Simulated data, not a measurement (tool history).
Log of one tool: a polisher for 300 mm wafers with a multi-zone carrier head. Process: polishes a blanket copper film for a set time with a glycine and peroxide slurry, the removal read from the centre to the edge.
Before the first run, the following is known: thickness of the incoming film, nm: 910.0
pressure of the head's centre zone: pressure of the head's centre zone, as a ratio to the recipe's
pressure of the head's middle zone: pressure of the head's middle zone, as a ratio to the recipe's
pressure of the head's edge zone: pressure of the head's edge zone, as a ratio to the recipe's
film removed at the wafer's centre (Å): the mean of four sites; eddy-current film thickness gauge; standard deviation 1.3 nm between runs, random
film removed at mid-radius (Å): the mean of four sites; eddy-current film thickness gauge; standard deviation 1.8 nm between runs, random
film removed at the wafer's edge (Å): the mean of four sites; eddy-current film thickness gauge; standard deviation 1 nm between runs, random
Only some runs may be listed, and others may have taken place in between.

| run | day | flow of slurry (ml/min) | pressure of the head's centre zone | pressure of the head's middle zone | pressure of the head's edge zone | polishing time (s) | film removed at the wafer's centre (Å) | film removed at mid-radius (Å) | film removed at the wafer's edge (Å) |
|---|---|---|---|---|---|---|---|---|---|
| 1 | 0.000 | 245 | 1.00 | 1.00 | 1.00 | 55 | 2624.5 | 2640.8 | 2564.4 |
| 2 | 0.246 | 195 | 1.00 | 1.00 | 1.00 | 55 | 2565.1 | 2500.9 | 2556.3 |
| 3 | 0.454 | 195 | 1.00 | 1.00 | 1.04 | 55 | 2528.3 | 2576.8 | 2562.1 |
| 4 | 0.646 | 195 | 1.00 | 1.00 | 1.04 | 49 | 2279.2 | 2295.8 | 2258.7 |
| 5 | 0.925 | 195 | 1.00 | 0.96 | 1.04 | 49 | 2250.8 | 2221.0 | 2292.8 |
| 6 | 1.292 | 190 | 1.00 | 0.94 | 1.03 | 45 | 2066.2 | 1967.0 | 2081.5 |
| 7 | 1.508 | 190 | 0.99 | 0.93 | 1.02 | 42 | 1911.3 | 1795.7 | 1962.3 |
| 8 | 1.775 | 185 | 0.94 | 0.87 | 0.92 | 27 | 1162.4 | 1107.2 | 1202.4 |
| 9 | 2.046 | 195 | 0.95 | 0.87 | 0.94 | 27 | 1190.3 | 1102.7 | 1206.2 |
| 10 | 2.329 | 195 | 0.96 | 0.88 | 0.97 | 27 | 1216.2 | 1129.4 | 1221.4 |
| 11 | 2.388 | 190 | 0.96 | 0.88 | 1.00 | 27 | 1205.8 | 1104.0 | 1213.2 |
| 12 | 2.700 | 185 | 0.96 | 0.88 | 1.00 | 28 | 1228.9 | 1166.1 | 1262.2 |
| 13 | 2.954 | 180 | 0.97 | 0.87 | 1.01 | 28 | 1227.2 | 1140.5 | 1269.5 |
| 14 | 3.208 | 180 | 0.98 | 0.87 | 1.02 | 28 | 1267.2 | 1152.0 | 1284.3 |

Run 15 comes next. What will it give?
| 15 | 3.558 | 175 | 0.98 | 0.87 | 1.03 | 28 | ? | ? | ? |

film removed at the wafer's centre (Å): 1240.1
film removed at mid-radius (Å): 1140.7
film removed at the wafer's edge (Å): 1293.1
